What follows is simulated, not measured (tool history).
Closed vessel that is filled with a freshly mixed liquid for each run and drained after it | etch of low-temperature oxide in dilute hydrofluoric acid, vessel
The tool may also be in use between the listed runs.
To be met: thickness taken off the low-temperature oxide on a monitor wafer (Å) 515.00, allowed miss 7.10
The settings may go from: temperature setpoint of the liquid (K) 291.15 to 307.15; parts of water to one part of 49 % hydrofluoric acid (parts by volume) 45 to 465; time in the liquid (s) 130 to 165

run	hour	temperature setpoint of the liquid (K)	parts of water to one part of 49 % hydrofluoric acid (parts by volume)	time in the liquid (s)	thickness taken off the low-temperature oxide on a monitor wafer (Å)
1	0.0	299.15	255	165	124.12
2	3.8	301.65	185	165	203.02
3	11.8	300.15	185	165	191.74
4	19.9	300.15	115	165	337.26
5	22.2	298.15	115	165	311.79
6	27.4	301.15	100	165	409.22
7	28.5	302.65	100	165	434.27
8	32.6	303.65	100	165	449.75
9	41.1	304.65	100	165	470.24
10	44.9	305.15	100	165	474.36
11	47.5	307.15	95	165	544.03
12	51.5	306.65	95	165	536.93
13	59.5	306.15	95	165	529.47

Which of these 5 next moves meets every target?
A	67.5	303.15	90	165	?
B	67.5	307.15	95	165	?
C	67.5	306.15	100	165	?
D	67.5	306.65	95	165	?
E	67.5	307.15	100	165	?

move	thickness taken off the low-temperature oxide on a monitor wafer (Å)
A	498.96
B	544.14
C	494.65
D	534.33
E	512.92
A: takes the result that was furthest off past its target
B: further off than the last run
C: takes the result that was furthest off past its target
D: further off than the last run
E: meets every target
The right move is E.

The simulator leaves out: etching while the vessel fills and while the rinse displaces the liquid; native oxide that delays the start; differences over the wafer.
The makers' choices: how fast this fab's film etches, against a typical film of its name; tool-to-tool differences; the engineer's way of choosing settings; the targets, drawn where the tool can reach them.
